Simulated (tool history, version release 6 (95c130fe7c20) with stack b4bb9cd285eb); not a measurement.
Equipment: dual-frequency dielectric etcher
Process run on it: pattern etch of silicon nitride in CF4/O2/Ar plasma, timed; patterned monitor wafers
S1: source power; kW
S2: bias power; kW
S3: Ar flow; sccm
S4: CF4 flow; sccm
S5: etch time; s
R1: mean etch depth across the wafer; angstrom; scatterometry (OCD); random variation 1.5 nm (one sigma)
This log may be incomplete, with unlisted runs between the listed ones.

run,hour,S1,S2,S3,S4,S5,R1
1,0,0.42,0.052,112,127,105.5,1900.4
2,5.5,0.42,0.052,112,127,105.5,1892.2
3,12.2,0.44,0.052,112,127,105.5,1978.5
4,19.6,0.46,0.052,112,127,105.5,2073.5
5,25.6,0.46,0.052,112,127,110,2170.3
6,31.1,0.53,0.052,112,127,110,2502.8
7,38.5,0.52,0.052,112,127,110,2466.9
8,42.2,0.51,0.052,112,127,110,2427.6

What will run 9 give?
9,49.1,0.5,0.052,112,127,110,?

{"run 9": {"R1": 2381.2}}
